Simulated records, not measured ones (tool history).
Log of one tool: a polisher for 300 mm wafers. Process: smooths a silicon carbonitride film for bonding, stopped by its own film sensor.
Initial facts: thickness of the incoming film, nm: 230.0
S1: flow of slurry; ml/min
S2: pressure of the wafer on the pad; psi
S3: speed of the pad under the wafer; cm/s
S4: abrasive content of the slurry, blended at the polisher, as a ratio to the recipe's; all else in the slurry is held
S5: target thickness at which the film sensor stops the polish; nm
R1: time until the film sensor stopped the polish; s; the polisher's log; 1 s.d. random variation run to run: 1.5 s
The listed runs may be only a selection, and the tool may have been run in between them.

run  hour   S1   S2   S3   S4   S5      R1
  1   0.0  160  1.3   94  1.0  197  255.20
  2   8.8  125  1.3   94  1.0  197  270.20
  3  10.8  125  1.3  116  1.0  197  231.38
  4  17.4  135  1.3  116  1.0  197  224.55
  5  24.7  135  1.3  102  1.0  197  249.49
  6  26.7  135  1.3  102  1.0  197  247.99
  7  32.5  140  1.3  102  1.0  197  250.87
  8  39.0  145  1.3  102  1.0  197  243.55
  9  43.0  155  1.3  102  1.0  197  244.77

What does the tool deliver on the next run?
 10  44.0  160  1.3  102  1.0  197   ?

Run 10 yielded R1 242.28 s.
